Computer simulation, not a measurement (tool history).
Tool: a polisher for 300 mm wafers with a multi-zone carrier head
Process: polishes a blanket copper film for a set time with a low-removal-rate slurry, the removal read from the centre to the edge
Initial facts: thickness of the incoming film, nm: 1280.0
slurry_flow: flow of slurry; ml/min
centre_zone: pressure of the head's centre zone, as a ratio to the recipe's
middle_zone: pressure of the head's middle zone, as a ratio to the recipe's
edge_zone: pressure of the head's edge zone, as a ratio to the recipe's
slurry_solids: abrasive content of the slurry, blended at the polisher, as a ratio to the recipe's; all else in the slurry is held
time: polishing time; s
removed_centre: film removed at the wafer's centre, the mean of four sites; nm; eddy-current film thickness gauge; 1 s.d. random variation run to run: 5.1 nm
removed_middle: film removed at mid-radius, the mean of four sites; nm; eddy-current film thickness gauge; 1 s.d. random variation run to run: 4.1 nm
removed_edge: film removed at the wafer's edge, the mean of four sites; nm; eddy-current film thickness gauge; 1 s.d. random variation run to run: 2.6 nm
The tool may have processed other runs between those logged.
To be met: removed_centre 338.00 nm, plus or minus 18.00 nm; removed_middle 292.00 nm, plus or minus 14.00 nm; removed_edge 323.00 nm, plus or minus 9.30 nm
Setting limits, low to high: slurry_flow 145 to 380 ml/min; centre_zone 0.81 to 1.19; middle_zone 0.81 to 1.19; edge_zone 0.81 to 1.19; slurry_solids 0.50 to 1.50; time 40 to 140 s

run 1 hour=0.0 | slurry_flow=245 centre_zone=1.00 middle_zone=1.00 edge_zone=1.00 slurry_solids=1.00 time=90 | removed_centre=244.17 removed_middle=239.76 removed_edge=247.78
run 2 hour=7.2 | slurry_flow=245 centre_zone=1.00 middle_zone=1.09 edge_zone=1.00 slurry_solids=1.00 time=90 | removed_centre=239.03 removed_middle=252.19 removed_edge=246.23
run 3 hour=9.5 | slurry_flow=250 centre_zone=1.01 middle_zone=1.08 edge_zone=1.02 slurry_solids=1.05 time=91 | removed_centre=249.41 removed_middle=258.13 removed_edge=255.57
run 4 hour=13.3 | slurry_flow=250 centre_zone=1.01 middle_zone=0.99 edge_zone=1.02 slurry_solids=1.05 time=91 | removed_centre=248.32 removed_middle=244.24 removed_edge=253.33
run 5 hour=21.5 | slurry_flow=250 centre_zone=1.02 middle_zone=0.98 edge_zone=1.03 slurry_solids=1.10 time=93 | removed_centre=270.46 removed_middle=250.17 removed_edge=263.10
-- hour=25.5 edge zone pressure recalibrated
run 6 hour=25.5 | slurry_flow=250 centre_zone=1.02 middle_zone=0.98 edge_zone=1.03 slurry_solids=1.10 time=109 | removed_centre=306.54 removed_middle=301.24 removed_edge=302.46
run 7 hour=32.3 | slurry_flow=250 centre_zone=1.03 middle_zone=0.97 edge_zone=1.04 slurry_solids=1.10 time=109 | removed_centre=316.24 removed_middle=300.54 removed_edge=304.11
run 8 hour=32.8 | slurry_flow=250 centre_zone=1.03 middle_zone=0.96 edge_zone=1.05 slurry_solids=1.10 time=109 | removed_centre=312.43 removed_middle=292.78 removed_edge=306.95

Exactly one of the 4 candidate moves below puts every result within its allowed miss. Which one?
run A hour=33.3 | slurry_flow=255 centre_zone=1.09 middle_zone=0.93 edge_zone=1.12 slurry_solids=1.15 time=111 | removed_centre=? removed_middle=? removed_edge=?
run B hour=33.3 | slurry_flow=240 centre_zone=0.99 middle_zone=0.97 edge_zone=0.98 slurry_solids=1.20 time=109 | removed_centre=? removed_middle=? removed_edge=?
run C hour=33.3 | slurry_flow=265 centre_zone=1.00 middle_zone=0.99 edge_zone=1.07 slurry_solids=1.30 time=97 | removed_centre=? removed_middle=? removed_edge=?
run D hour=33.3 | slurry_flow=315 centre_zone=1.07 middle_zone=1.06 edge_zone=1.09 slurry_solids=1.25 time=92 | removed_centre=? removed_middle=? removed_edge=?

move=A removed_centre=340.32 removed_middle=287.00 removed_edge=326.32
move=B removed_centre=307.53 removed_middle=293.86 removed_edge=306.44
move=C removed_centre=285.59 removed_middle=274.69 removed_edge=290.41
move=D removed_centre=290.25 removed_middle=277.24 removed_edge=277.45
A: hits every target within its allowed miss
B: neither nearer nor further off than the last run
C: misses by more than the last run did
D: misses by more than the last run did
A is the move that brings every result within its allowed miss.
